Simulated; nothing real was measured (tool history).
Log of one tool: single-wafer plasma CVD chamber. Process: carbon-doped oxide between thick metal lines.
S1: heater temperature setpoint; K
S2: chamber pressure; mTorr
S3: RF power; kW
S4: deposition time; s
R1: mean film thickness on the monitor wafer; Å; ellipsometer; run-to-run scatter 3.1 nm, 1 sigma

{"run": 1, "hour": 0.0, "S1": 638.15, "S2": 6990, "S3": 0.435, "S4": 231, "R1": 10231}
{"run": 2, "hour": 7.2, "S1": 638.15, "S2": 6990, "S3": 0.49, "S4": 231, "R1": 11326}
{"run": 3, "hour": 12.8, "S1": 640.15, "S2": 6840, "S3": 0.455, "S4": 231, "R1": 10555}
{"run": 4, "hour": 14.0, "S1": 640.15, "S2": 6840, "S3": 0.49, "S4": 231, "R1": 11235}
{"run": 5, "hour": 18.4, "S1": 642.15, "S2": 6690, "S3": 0.46, "S4": 231, "R1": 10693}
{"run": 6, "hour": 24.4, "S1": 642.15, "S2": 6670, "S3": 0.43, "S4": 231, "R1": 9983}
{"run": 7, "hour": 31.6, "S1": 643.15, "S2": 6550, "S3": 0.41, "S4": 231, "R1": 9439.3}
{"run": 8, "hour": 40.5, "S1": 644.15, "S2": 6290, "S3": 0.4, "S4": 231, "R1": 9256.1}
{"run": 9, "hour": 43.2, "S1": 645.15, "S2": 6110, "S3": 0.39, "S4": 231, "R1": 8956}
{"run": 10, "hour": 47.6, "S1": 646.15, "S2": 5850, "S3": 0.385, "S4": 231, "R1": 8763.8}
{"run": 11, "hour": 53.2, "S1": 652.15, "S2": 4650, "S3": 0.35, "S4": 231, "R1": 7579.9}
{"run": 12, "hour": 59.1, "S1": 650.15, "S2": 4750, "S3": 0.35, "S4": 231, "R1": 7594.1}

Run 13 is up next; what results do you expect?
{"run": 13, "hour": 64.4, "S1": 649.15, "S2": 4900, "S3": 0.35, "S4": 231, "R1": "?"}

{"run 13": {"R1": 7672.7}}
